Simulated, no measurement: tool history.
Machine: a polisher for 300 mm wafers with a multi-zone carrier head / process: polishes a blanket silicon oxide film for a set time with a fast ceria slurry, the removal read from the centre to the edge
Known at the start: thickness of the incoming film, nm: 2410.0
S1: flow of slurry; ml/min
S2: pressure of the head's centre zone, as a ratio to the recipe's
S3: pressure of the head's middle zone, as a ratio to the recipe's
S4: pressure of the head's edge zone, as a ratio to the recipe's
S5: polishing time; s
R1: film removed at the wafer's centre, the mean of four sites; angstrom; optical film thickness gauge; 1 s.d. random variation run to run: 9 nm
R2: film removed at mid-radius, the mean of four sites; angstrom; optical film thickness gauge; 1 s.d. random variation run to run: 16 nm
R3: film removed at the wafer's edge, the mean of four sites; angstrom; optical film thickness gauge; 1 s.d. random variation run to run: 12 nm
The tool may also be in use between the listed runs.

{"run": 1, "hour": 0.0, "S1": 315, "S2": 1, "S3": 1, "S4": 1, "S5": 50, "R1": 7339, "R2": 7088.8, "R3": 7276.9}
{"run": 2, "hour": 7.1, "S1": 315, "S2": 0.99, "S3": 1.02, "S4": 1.02, "S5": 53, "R1": 7767.6, "R2": 7690.5, "R3": 7761.6}
{"run": 3, "hour": 9.3, "S1": 315, "S2": 0.93, "S3": 1.02, "S4": 1.02, "S5": 53, "R1": 7188.4, "R2": 7753.8, "R3": 7659.3}
{"run": 4, "hour": 17.0, "S1": 270, "S2": 0.93, "S3": 1.02, "S4": 1.02, "S5": 53, "R1": 7261.5, "R2": 7548.9, "R3": 7646.6}
{"run": 5, "hour": 19.6, "S1": 280, "S2": 0.93, "S3": 1.03, "S4": 1.04, "S5": 55, "R1": 7332.9, "R2": 7809.9, "R3": 8117}
{"run": 6, "hour": 22.6, "S1": 280, "S2": 0.93, "S3": 1.03, "S4": 1.04, "S5": 50, "R1": 6783.9, "R2": 7288.7, "R3": 7379.6}

Run 7 has not been measured yet. What should we expect?
{"run": 7, "hour": 27.0, "S1": 285, "S2": 0.94, "S3": 1.05, "S4": 1.06, "S5": 53, "R1": "?", "R2": "?", "R3": "?"}

Run 7 measured R1 7352.4 angstrom, R2 7770.7 angstrom, R3 7775.4 angstrom.
